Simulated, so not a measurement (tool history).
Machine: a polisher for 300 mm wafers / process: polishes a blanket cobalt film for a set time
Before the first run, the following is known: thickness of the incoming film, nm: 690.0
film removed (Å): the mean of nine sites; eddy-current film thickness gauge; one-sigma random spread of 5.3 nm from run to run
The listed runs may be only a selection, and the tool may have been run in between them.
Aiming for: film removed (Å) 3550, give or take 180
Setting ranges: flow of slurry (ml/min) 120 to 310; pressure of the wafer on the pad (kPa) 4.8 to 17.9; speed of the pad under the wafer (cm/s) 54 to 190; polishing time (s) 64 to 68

run,hour,flow of slurry (ml/min),pressure of the wafer on the pad (kPa),speed of the pad under the wafer (cm/s),polishing time (s),film removed (Å)
1,0,200,11,122,64,2634.8
2,4.3,200,8.3,122,64,2042
3,4.9,200,9.7,124,64,2406.1
4,11.2,200,11,124,64,2665.7
5,13.2,200,11,96,64,2291
6,17.7,200,12.4,98,64,2550.6
7,26.4,200,13.1,100,64,2745.6
8,34.8,200,13.8,100,64,2790.8

Consider the 4 candidate settings below. Which is the only one whose results all fall within their allowed miss of target?
A,43.2,165,17.9,116,68,?
B,43.2,205,15.9,124,68,?
C,43.2,175,15.2,108,68,?
D,43.2,185,11.7,102,64,?

move,film removed (Å)
A,4362.1
B,4141
C,3552.2
D,2529.1
A: the result that was furthest off in the last run now lies on the other side of its target
B: the result that was furthest off in the last run now lies on the other side of its target
C: hits every target within its allowed miss
D: its largest miss is bigger than the last run's
Correct choice: C, which meets every target
